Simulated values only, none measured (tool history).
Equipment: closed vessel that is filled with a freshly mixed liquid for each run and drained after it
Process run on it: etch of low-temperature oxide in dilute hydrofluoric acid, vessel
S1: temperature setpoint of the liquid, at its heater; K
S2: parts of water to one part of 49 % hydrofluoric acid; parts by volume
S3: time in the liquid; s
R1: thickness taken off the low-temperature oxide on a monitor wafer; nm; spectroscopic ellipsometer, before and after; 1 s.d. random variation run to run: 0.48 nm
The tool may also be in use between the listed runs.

{"run": 1, "hour": 0.0, "S1": 294.15, "S2": 205, "S3": 430, "R1": 59.809}
{"run": 2, "hour": 7.1, "S1": 297.15, "S2": 205, "S3": 430, "R1": 65.992}
{"run": 3, "hour": 9.2, "S1": 296.15, "S2": 205, "S3": 430, "R1": 64.359}
{"run": 4, "hour": 15.6, "S1": 295.15, "S2": 205, "S3": 430, "R1": 61.064}
{"run": 5, "hour": 18.4, "S1": 294.65, "S2": 205, "S3": 430, "R1": 60.734}
{"run": 6, "hour": 21.6, "S1": 294.65, "S2": 205, "S3": 430, "R1": 61.126}

Run 7 has not been measured yet. What should we expect?
{"run": 7, "hour": 28.1, "S1": 294.15, "S2": 205, "S3": 430, "R1": "?"}

R1: 58.802 nm
